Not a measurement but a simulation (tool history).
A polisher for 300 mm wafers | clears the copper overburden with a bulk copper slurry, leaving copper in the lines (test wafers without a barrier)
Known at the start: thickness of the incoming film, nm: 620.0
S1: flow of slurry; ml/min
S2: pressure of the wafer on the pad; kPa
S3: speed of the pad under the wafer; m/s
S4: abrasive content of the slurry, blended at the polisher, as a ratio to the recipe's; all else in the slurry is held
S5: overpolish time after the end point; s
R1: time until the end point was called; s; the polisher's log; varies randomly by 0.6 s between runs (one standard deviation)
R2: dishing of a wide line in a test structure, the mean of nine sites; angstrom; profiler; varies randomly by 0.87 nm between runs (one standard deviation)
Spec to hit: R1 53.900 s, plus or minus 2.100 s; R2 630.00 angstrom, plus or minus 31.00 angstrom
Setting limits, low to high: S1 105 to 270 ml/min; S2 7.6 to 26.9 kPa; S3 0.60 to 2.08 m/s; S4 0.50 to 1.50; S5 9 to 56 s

| run | hour | S1 | S2 | S3 | S4 | S5 | R1 | R2 |
|---|---|---|---|---|---|---|---|---|
| 1 | 0.0 | 175 | 17.2 | 1.34 | 1.00 | 29 | 62.101 | 1247.20 |
| 2 | 5.0 | 175 | 17.2 | 1.64 | 1.00 | 29 | 51.724 | 1342.70 |
| 3 | 9.8 | 175 | 17.2 | 1.76 | 1.00 | 29 | 48.516 | 1405.40 |
| 4 | 16.6 | 200 | 14.5 | 1.84 | 1.15 | 24 | 51.381 | 1214.80 |
| 5 | 22.5 | 200 | 14.5 | 1.62 | 1.15 | 24 | 57.357 | 1157.80 |
| 6 | 24.5 | 220 | 14.5 | 1.62 | 1.15 | 24 | 57.177 | 1168.60 |
| 7 | 31.0 | 190 | 13.1 | 1.74 | 1.25 | 20 | 55.357 | 1061.80 |
| 8 | 38.9 | 170 | 11.7 | 1.82 | 1.30 | 17 | 58.500 | 919.56 |
| 9 | 41.6 | 170 | 11.7 | 1.82 | 1.30 | 17 | 57.777 | 942.08 |
| 10 | 47.4 | 155 | 11.0 | 1.88 | 1.35 | 15 | 58.961 | 848.93 |
| 11 | 52.7 | 140 | 11.0 | 1.94 | 1.40 | 13 | 56.175 | 783.52 |
| 12 | 61.7 | 105 | 9.7 | 2.08 | 1.50 | 9 | 57.700 | 586.53 |

Which single option among these 5 for the next run brings every result within its allowed miss of target? Just one does.
| A | 70.7 | 105 | 9.7 | 2.08 | 1.35 | 9 | ? | ? |
| B | 70.7 | 105 | 9.7 | 2.08 | 1.45 | 9 | ? | ? |
| C | 70.7 | 110 | 9.7 | 2.06 | 1.50 | 9 | ? | ? |
| D | 70.7 | 105 | 10.3 | 2.02 | 1.25 | 9 | ? | ? |
| E | 70.7 | 105 | 11.7 | 2.02 | 1.50 | 9 | ? | ? |

| move | R1 | R2 |
|---|---|---|
| A | 59.319 | 572.20 |
| B | 58.314 | 579.75 |
| C | 58.144 | 581.04 |
| D | 59.505 | 573.64 |
| E | 52.462 | 637.61 |
A: misses by more than the last run did
B: misses by more than the last run did
C: misses by more than the last run did
D: misses by more than the last run did
E: all results land within tolerance of their targets
Correct choice: E, which meets every target
